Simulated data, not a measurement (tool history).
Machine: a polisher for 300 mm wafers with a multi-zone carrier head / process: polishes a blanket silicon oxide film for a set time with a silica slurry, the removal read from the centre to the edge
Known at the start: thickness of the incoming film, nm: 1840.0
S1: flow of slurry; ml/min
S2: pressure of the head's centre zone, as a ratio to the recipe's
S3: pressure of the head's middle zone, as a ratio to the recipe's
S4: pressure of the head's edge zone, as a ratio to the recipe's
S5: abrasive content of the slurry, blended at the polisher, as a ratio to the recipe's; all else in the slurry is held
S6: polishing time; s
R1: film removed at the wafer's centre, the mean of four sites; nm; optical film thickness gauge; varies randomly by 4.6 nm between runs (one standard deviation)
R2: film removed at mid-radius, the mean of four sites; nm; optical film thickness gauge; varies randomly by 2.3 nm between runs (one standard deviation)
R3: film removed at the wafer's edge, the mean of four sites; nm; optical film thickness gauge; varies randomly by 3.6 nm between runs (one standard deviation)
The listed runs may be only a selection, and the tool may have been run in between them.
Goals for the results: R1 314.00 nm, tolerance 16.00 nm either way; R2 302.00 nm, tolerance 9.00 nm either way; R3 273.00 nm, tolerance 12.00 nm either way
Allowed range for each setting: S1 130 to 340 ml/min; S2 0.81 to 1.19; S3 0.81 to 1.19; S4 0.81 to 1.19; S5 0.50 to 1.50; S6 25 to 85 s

| run | day | S1 | S2 | S3 | S4 | S5 | S6 | R1 | R2 | R3 |
|---|---|---|---|---|---|---|---|---|---|---|
| 1 | 0.000 | 220 | 1.00 | 1.00 | 1.00 | 1.00 | 55 | 200.55 | 205.84 | 207.36 |
| 2 | 0.288 | 220 | 1.00 | 1.00 | 1.00 | 1.00 | 63 | 228.88 | 233.39 | 233.84 |
| 3 | 0.358 | 230 | 1.05 | 1.05 | 1.02 | 1.05 | 63 | 242.53 | 252.19 | 243.35 |
| 4 | 0.412 | 230 | 1.05 | 1.05 | 1.02 | 1.05 | 74 | 290.70 | 295.51 | 278.32 |
| 5 | 0.692 | 230 | 1.05 | 1.05 | 1.02 | 1.25 | 74 | 311.38 | 324.21 | 301.38 |
| 6 | 0.804 | 230 | 1.05 | 1.05 | 1.02 | 1.35 | 74 | 321.78 | 329.98 | 322.20 |
| 7 | 1.117 | 225 | 1.06 | 1.04 | 0.98 | 1.30 | 74 | 320.97 | 329.02 | 316.18 |
| 8 | 1.379 | 235 | 1.16 | 1.05 | 0.90 | 1.05 | 73 | 316.12 | 290.20 | 265.69 |

Exercise: of the 4 proposed moves below, exactly one satisfies all targets within the stated allowed misses. Which move is it?
| A | 1.642 | 190 | 1.19 | 1.19 | 0.81 | 0.95 | 78 | ? | ? | ? |
| B | 1.642 | 130 | 1.17 | 1.10 | 0.90 | 1.20 | 76 | ? | ? | ? |
| C | 1.642 | 200 | 1.16 | 0.99 | 0.84 | 0.95 | 80 | ? | ? | ? |
| D | 1.642 | 225 | 1.09 | 1.12 | 0.84 | 1.05 | 78 | ? | ? | ? |

| move | R1 | R2 | R3 |
|---|---|---|---|
| A | 308.94 | 314.19 | 249.81 |
| B | 312.00 | 304.05 | 277.00 |
| C | 311.80 | 277.52 | 262.53 |
| D | 311.11 | 324.67 | 274.80 |
A: pushes the last run's worst result past its target
B: each result inside its tolerance
C: misses by more than the last run did
D: pushes the last run's worst result past its target
Answer: B
